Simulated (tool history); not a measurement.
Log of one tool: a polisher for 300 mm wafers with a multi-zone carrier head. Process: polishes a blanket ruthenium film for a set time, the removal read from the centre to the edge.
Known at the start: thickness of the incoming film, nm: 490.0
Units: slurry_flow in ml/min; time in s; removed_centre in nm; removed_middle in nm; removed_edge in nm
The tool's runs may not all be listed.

run	hour	slurry_flow	centre_zone	middle_zone	edge_zone	time	removed_centre	removed_middle	removed_edge
1	0.0	300	1.00	1.00	1.00	40	32.343	31.830	32.995
2	2.9	300	1.00	1.00	1.07	40	32.631	32.402	33.302
3	11.0	255	1.00	1.00	1.07	40	31.326	32.893	34.089
4	17.5	295	1.00	1.01	1.05	34	27.630	27.756	28.232
5	20.5	320	1.00	1.02	1.04	30	24.088	24.714	25.699
6	23.4	320	0.93	1.02	1.04	30	22.902	24.837	25.478
7	25.5	340	0.98	1.04	1.00	27	21.779	23.135	22.195
8	33.6	345	1.05	0.94	0.90	22	18.394	17.304	17.017

Run 9 comes next. What will it give?
9	42.2	345	1.06	0.95	0.91	22	?	?	?

removed_centre: 18.516 nm
removed_middle: 18.076 nm
removed_edge: 17.831 nm

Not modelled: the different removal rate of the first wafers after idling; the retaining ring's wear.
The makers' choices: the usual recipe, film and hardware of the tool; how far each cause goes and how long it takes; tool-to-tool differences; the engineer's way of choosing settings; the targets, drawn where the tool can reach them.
